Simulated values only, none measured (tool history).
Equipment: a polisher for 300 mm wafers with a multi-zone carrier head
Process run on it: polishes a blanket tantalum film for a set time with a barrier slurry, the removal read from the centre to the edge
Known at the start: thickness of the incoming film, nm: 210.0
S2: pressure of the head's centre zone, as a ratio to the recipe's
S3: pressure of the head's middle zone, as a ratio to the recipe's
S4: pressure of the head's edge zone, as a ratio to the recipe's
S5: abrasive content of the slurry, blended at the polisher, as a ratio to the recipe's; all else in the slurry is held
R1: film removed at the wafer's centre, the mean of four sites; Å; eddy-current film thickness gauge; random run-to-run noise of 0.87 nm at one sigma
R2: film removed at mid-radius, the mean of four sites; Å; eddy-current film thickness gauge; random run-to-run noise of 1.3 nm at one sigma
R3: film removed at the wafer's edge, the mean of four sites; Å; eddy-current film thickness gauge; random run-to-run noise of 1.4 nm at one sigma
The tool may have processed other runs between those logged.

run 1 hour=0.0 | flow_of_slurry_(ml/min)=240 S2=1.00 S3=1.00 S4=1.00 S5=1.00 polishing_time_(s)=58 | R1=680.51 R2=645.05 R3=670.54
run 2 hour=1.4 | flow_of_slurry_(ml/min)=250 S2=1.00 S3=1.04 S4=0.99 S5=1.10 polishing_time_(s)=61 | R1=728.81 R2=728.18 R3=695.30
run 3 hour=10.3 | flow_of_slurry_(ml/min)=250 S2=1.00 S3=1.04 S4=0.99 S5=1.10 polishing_time_(s)=73 | R1=861.63 R2=871.84 R3=836.46
run 4 hour=17.5 | flow_of_slurry_(ml/min)=250 S2=1.00 S3=1.07 S4=0.99 S5=1.10 polishing_time_(s)=73 | R1=863.12 R2=903.04 R3=824.26
run 5 hour=24.3 | flow_of_slurry_(ml/min)=255 S2=1.01 S3=1.09 S4=1.01 S5=1.15 polishing_time_(s)=74 | R1=897.67 R2=945.47 R3=894.07
run 6 hour=25.3 | flow_of_slurry_(ml/min)=255 S2=0.98 S3=1.09 S4=1.01 S5=1.15 polishing_time_(s)=74 | R1=860.96 R2=922.89 R3=891.81
run 7 hour=27.8 | flow_of_slurry_(ml/min)=255 S2=0.98 S3=1.09 S4=1.01 S5=1.15 polishing_time_(s)=74 | R1=875.69 R2=930.00 R3=861.67
run 8 hour=35.0 | flow_of_slurry_(ml/min)=260 S2=1.00 S3=1.11 S4=1.01 S5=1.20 polishing_time_(s)=74 | R1=918.12 R2=965.18 R3=890.32
run 9 hour=42.1 | flow_of_slurry_(ml/min)=260 S2=1.00 S3=1.12 S4=1.01 S5=1.25 polishing_time_(s)=75 | R1=934.62 R2=992.75 R3=897.97
run 10 hour=51.0 | flow_of_slurry_(ml/min)=265 S2=1.00 S3=1.13 S4=1.01 S5=1.30 polishing_time_(s)=76 | R1=944.03 R2=1031.20 R3=909.91

Estimate the outcome of run 11 from the log above:
run 11 hour=59.9 | flow_of_slurry_(ml/min)=270 S2=1.01 S3=1.14 S4=1.02 S5=1.35 polishing_time_(s)=76 | R1=? R2=? R3=?

Run 11 produced R1 968.27 Å, R2 1049.80 Å, R3 946.12 Å.
